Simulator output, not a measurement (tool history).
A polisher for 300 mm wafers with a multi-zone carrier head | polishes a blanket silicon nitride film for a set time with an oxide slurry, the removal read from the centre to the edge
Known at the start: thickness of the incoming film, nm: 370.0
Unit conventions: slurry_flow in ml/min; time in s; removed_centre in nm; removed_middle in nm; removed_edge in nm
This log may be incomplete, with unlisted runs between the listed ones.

| run | hour | slurry_flow | centre_zone | middle_zone | edge_zone | slurry_solids | time | removed_centre | removed_middle | removed_edge |
|---|---|---|---|---|---|---|---|---|---|---|
| 1 | 0.0 | 300 | 1.00 | 1.00 | 1.00 | 1.00 | 46 | 48.037 | 48.737 | 48.678 |
| 2 | 1.8 | 255 | 1.00 | 1.00 | 1.00 | 1.00 | 46 | 45.720 | 45.903 | 47.834 |
| 3 | 5.5 | 255 | 1.00 | 1.07 | 1.00 | 1.00 | 46 | 46.828 | 49.046 | 47.937 |
| 4 | 12.7 | 275 | 1.03 | 1.08 | 1.02 | 1.05 | 46 | 48.791 | 51.811 | 50.079 |
| 5 | 14.5 | 275 | 1.03 | 1.08 | 1.02 | 1.05 | 50 | 55.264 | 56.846 | 54.988 |
| 6 | 19.6 | 295 | 1.06 | 1.08 | 1.03 | 1.05 | 50 | 56.509 | 57.182 | 55.293 |

Predict the results of run 7:
| 7 | 21.2 | 310 | 1.09 | 1.08 | 1.04 | 1.10 | 50 | ? | ? | ? |

removed_centre: 59.611 nm
removed_middle: 58.705 nm
removed_edge: 57.934 nm

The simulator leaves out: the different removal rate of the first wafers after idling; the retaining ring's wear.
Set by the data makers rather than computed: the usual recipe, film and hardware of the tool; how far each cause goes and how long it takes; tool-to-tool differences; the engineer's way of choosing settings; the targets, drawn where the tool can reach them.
